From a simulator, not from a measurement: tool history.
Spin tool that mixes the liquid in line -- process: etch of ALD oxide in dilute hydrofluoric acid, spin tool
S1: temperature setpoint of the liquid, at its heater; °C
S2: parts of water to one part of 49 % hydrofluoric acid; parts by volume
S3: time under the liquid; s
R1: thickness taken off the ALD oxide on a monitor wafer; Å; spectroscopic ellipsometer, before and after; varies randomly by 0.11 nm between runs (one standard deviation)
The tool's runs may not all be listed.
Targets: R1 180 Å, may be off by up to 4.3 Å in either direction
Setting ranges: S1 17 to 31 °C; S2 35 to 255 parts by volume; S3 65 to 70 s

| run | hour | S1 | S2 | S3 | R1 |
|---|---|---|---|---|---|
| 1 | 0 | 23 | 145 | 65 | 59.165 |
| 2 | 5.5 | 24.5 | 145 | 65 | 61.716 |
| 3 | 9.8 | 24.5 | 170 | 65 | 51.48 |
| 4 | 13.1 | 25 | 155 | 65 | 58.326 |
| 5 | 15.7 | 25 | 115 | 65 | 81.747 |
| 6 | 21.4 | 25 | 135 | 65 | 69.23 |
| 7 | 22.4 | 25.5 | 125 | 65 | 76.376 |
| 8 | 30.3 | 26 | 115 | 65 | 86.818 |
| 9 | 31.6 | 26 | 115 | 65 | 85.977 |
| 10 | 35.5 | 26.5 | 110 | 65 | 92.957 |
| 11 | 36.5 | 27 | 105 | 65 | 100.13 |
| 12 | 37.6 | 27.5 | 100 | 65 | 108.7 |
| 13 | 45.9 | 28 | 95 | 65 | 115.82 |
| 14 | 49.8 | 28.5 | 90 | 65 | 126.14 |
| 15 | 54.4 | 29 | 85 | 65 | 135.59 |
| 16 | 60.4 | 30 | 75 | 65 | 160.98 |

Exercise: of the 4 proposed moves below, exactly one satisfies all targets within the stated allowed misses. Which move is it?
| A | 66.4 | 28.5 | 65 | 65 | ? |
| B | 66.4 | 30.5 | 80 | 65 | ? |
| C | 66.4 | 29 | 80 | 65 | ? |
| D | 66.4 | 30.5 | 65 | 65 | ? |

| move | R1 |
|---|---|
| A | 179.57 |
| B | 154.18 |
| C | 145.59 |
| D | 194.08 |
A: every result within its allowed miss
B: its largest miss is bigger than the last run's
C: its largest miss is bigger than the last run's
D: moves the result that the last run missed by most past its target, out the other side
Go with A: it meets all targets.

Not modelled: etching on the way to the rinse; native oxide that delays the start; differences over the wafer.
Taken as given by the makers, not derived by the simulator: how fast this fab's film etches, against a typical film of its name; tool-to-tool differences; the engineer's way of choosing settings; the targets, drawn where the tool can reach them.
